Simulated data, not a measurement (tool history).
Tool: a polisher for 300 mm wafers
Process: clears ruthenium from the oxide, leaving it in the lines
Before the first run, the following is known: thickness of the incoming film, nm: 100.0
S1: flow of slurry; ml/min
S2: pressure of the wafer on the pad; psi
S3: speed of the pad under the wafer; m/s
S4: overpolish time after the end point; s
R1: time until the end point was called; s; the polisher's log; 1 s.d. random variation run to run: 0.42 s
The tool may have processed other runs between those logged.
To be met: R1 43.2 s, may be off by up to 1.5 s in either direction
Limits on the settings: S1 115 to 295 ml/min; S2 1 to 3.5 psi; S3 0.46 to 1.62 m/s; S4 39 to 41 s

{"run": 1, "day": 0.0, "S1": 190, "S2": 2.2, "S3": 1.04, "S4": 39, "R1": 73.748}
{"run": 2, "day": 0.096, "S1": 190, "S2": 1.9, "S3": 1.04, "S4": 39, "R1": 84.813}
{"run": 3, "day": 0.367, "S1": 190, "S2": 2.1, "S3": 1.04, "S4": 39, "R1": 76.976}
{"run": 4, "day": 0.708, "S1": 190, "S2": 2.1, "S3": 1.04, "S4": 39, "R1": 76.771}
{"run": 5, "day": 1.033, "S1": 190, "S2": 2.6, "S3": 1.04, "S4": 39, "R1": 64.139}
{"run": 6, "day": 1.262, "S1": 190, "S2": 2.7, "S3": 1.04, "S4": 39, "R1": 61.485}
{"run": 7, "day": 1.333, "S1": 190, "S2": 2.8, "S3": 1.04, "S4": 39, "R1": 58.762}
{"run": 8, "day": 1.621, "S1": 205, "S2": 3.4, "S3": 1.06, "S4": 39, "R1": 46.313}
{"run": 9, "day": 1.712, "S1": 205, "S2": 3.5, "S3": 1.08, "S4": 39, "R1": 43.999}
{"run": 10, "day": 2.075, "S1": 205, "S2": 3.5, "S3": 1.08, "S4": 39, "R1": 45.172}

Of the 4 settings listed for the next run, only one would bring every result within its allowed miss of target. Which one?
{"run": "A", "day": 2.438, "S1": 190, "S2": 3.5, "S3": 0.98, "S4": 39, "R1": "?"}
{"run": "B", "day": 2.438, "S1": 190, "S2": 3.5, "S3": 1.12, "S4": 39, "R1": "?"}
{"run": "C", "day": 2.438, "S1": 240, "S2": 2.7, "S3": 1.3, "S4": 41, "R1": "?"}
{"run": "D", "day": 2.438, "S1": 200, "S2": 3.5, "S3": 1.04, "S4": 39, "R1": "?"}

move=A R1=49.599
move=B R1=43.572
move=C R1=47.081
move=D R1=46.47
A: lands further from the targets than the last run did
B: every result within its allowed miss
C: lands further from the targets than the last run did
D: lands further from the targets than the last run did
Move B is the one to make.
